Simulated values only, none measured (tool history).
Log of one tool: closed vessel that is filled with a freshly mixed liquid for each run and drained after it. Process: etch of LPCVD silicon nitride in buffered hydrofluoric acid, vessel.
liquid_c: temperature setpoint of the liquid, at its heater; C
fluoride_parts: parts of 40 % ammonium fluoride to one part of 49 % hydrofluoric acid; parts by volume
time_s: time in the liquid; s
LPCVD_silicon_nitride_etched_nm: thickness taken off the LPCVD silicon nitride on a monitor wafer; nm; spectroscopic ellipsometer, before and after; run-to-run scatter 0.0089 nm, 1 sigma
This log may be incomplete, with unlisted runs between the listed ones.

| run | hour | liquid_c | fluoride_parts | time_s | LPCVD_silicon_nitride_etched_nm |
|---|---|---|---|---|---|
| 1 | 0.0 | 21.0 | 8.0 | 125 | 1.9627 |
| 2 | 0.9 | 21.0 | 8.0 | 90 | 1.4264 |
| 3 | 7.7 | 21.0 | 8.0 | 125 | 1.9742 |
| 4 | 14.4 | 21.0 | 8.0 | 125 | 1.9793 |
| 5 | 22.0 | 19.5 | 8.5 | 125 | 1.7039 |
| 6 | 29.0 | 18.5 | 9.0 | 125 | 1.5089 |
| 7 | 29.6 | 18.5 | 9.0 | 125 | 1.5174 |
| 8 | 34.8 | 17.0 | 9.5 | 125 | 1.3228 |

Predict the results of run 9:
| 9 | 40.3 | 17.5 | 9.5 | 125 | ? |

Run 9 came out at LPCVD_silicon_nitride_etched_nm 1.3776 nm.
